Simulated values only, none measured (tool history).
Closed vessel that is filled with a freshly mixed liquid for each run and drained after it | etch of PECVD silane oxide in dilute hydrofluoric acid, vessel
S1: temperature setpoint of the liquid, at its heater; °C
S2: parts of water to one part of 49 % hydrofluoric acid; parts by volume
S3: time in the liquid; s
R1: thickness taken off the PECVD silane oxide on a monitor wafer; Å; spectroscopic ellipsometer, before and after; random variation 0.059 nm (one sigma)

run,day,S1,S2,S3,R1
1,0,22,245,135,124
2,0.267,22,245,135,121.52
3,0.308,20.5,260,135,107.58
4,0.633,19.5,275,135,97.413
5,0.892,19,285,135,91.544
6,0.933,18.5,290,135,87.223
7,1.05,18,295,135,82.928

Run 8 comes next. What will it give?
8,1.392,17.5,300,135,?

R1: 81.791 Å
